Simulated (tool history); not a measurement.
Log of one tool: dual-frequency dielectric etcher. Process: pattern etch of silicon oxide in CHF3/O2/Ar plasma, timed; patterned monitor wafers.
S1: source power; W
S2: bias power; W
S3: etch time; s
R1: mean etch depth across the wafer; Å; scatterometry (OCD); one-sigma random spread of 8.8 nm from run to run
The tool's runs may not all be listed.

run,hour,S1,S2,S3,R1
1,0.0,860,159,773.0,19402
2,7.1,900,162,774.0,19789
3,9.6,970,162,774.0,20374
4,16.3,1000,165,775.5,20534
5,21.7,1020,169,778.0,21097
6,24.6,1040,171,779.0,21236
7,25.8,1060,173,780.5,21554

What does the tool deliver on the next run?
8,30.1,1070,175,781.5,?

Logged for run 8: R1 21746 Å.

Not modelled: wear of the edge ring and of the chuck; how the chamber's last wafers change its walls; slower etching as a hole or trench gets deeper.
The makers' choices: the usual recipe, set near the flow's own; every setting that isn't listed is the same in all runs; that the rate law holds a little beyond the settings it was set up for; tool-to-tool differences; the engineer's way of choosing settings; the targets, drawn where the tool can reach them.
